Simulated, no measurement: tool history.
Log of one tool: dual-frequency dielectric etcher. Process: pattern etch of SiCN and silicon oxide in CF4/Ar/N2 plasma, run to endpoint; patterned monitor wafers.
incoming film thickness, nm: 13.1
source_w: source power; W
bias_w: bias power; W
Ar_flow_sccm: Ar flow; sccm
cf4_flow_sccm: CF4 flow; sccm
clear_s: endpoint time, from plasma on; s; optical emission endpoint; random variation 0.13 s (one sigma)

| run | day | source_w | bias_w | Ar_flow_sccm | cf4_flow_sccm | clear_s |
|---|---|---|---|---|---|---|
| 1 | 0 | 500 | 64 | 134 | 79 | 14.534 |
| 2 | 0.142 | 500 | 64 | 134 | 73 | 14.551 |
| 3 | 0.512 | 480 | 64 | 134 | 73 | 15.281 |
| 4 | 0.658 | 440 | 64 | 134 | 73 | 16.316 |
| 5 | 0.988 | 360 | 64 | 134 | 73 | 19.856 |
| 6 | 1.104 | 450 | 64 | 134 | 73 | 16.04 |
| 7 | 1.154 | 440 | 64 | 134 | 73 | 16.236 |

Forecast run 8:
| 8 | 1.204 | 380 | 63 | 135 | 73 | ? |

clear_s: 18.639 s

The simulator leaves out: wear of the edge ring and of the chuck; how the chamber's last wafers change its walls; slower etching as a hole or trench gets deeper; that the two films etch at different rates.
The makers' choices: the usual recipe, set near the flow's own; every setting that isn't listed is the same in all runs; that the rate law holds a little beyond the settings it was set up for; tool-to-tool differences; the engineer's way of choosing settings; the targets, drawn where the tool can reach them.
